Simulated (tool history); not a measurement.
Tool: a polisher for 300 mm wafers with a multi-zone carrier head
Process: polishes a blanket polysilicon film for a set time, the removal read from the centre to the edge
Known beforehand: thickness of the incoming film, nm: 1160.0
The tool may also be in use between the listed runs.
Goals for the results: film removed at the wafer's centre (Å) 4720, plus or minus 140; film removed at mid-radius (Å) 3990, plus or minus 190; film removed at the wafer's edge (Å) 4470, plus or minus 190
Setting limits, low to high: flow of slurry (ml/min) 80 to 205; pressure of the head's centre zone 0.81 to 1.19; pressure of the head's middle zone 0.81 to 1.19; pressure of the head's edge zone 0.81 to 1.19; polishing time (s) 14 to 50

run	hour	flow of slurry (ml/min)	pressure of the head's centre zone	pressure of the head's middle zone	pressure of the head's edge zone	polishing time (s)	film removed at the wafer's centre (Å)	film removed at mid-radius (Å)	film removed at the wafer's edge (Å)
1	0	135	1	1	1	32	3566.8	3489.9	3631.6
2	1	135	1	1	0.96	32	3692.7	3570.1	3589.4
3	1.7	135	1	1.07	0.96	32	3619.1	3893.9	3526.2
4	6	105	1	1.07	0.96	32	3468.1	3545.2	3381.3
5	13.8	105	1	1.07	0.89	32	3468.2	3626.8	3314.8
6	17.6	125	1.02	1.03	0.94	33	3813.9	3704.2	3566
7	24.1	140	1.03	1	0.98	34	3945.4	3809.7	3836.3
8	27.6	150	1.05	0.97	0.99	35	4351.2	3974.3	4004.2
9	29.8	165	1.05	0.88	1.09	36	4420.2	3767.9	4312.4
10	35.3	170	1.05	0.88	1.09	36	4504.2	3883.1	4329.6
11	42	185	1.06	0.87	1.12	36	4608.6	3739.7	4359.9

Next run, 4 choices. One meets every target within its allowed miss, the rest don't. Which?
A	48.7	205	1.12	0.93	1.02	34	?	?	?
B	48.7	200	1.09	0.89	1.08	36	?	?	?
C	48.7	180	1.04	0.87	1.11	35	?	?	?
D	48.7	150	1.11	0.84	1.18	35	?	?	?

move	film removed at the wafer's centre (Å)	film removed at mid-radius (Å)	film removed at the wafer's edge (Å)
A	4685.4	3765	4087.2
B	4808.3	3831.2	4443.5
C	4386	3603.7	4335.3
D	4538.1	3404	4387.5
A: misses by more than the last run did
B: every result within its allowed miss
C: misses by more than the last run did
D: misses by more than the last run did
B is the move that brings every result within its allowed miss.
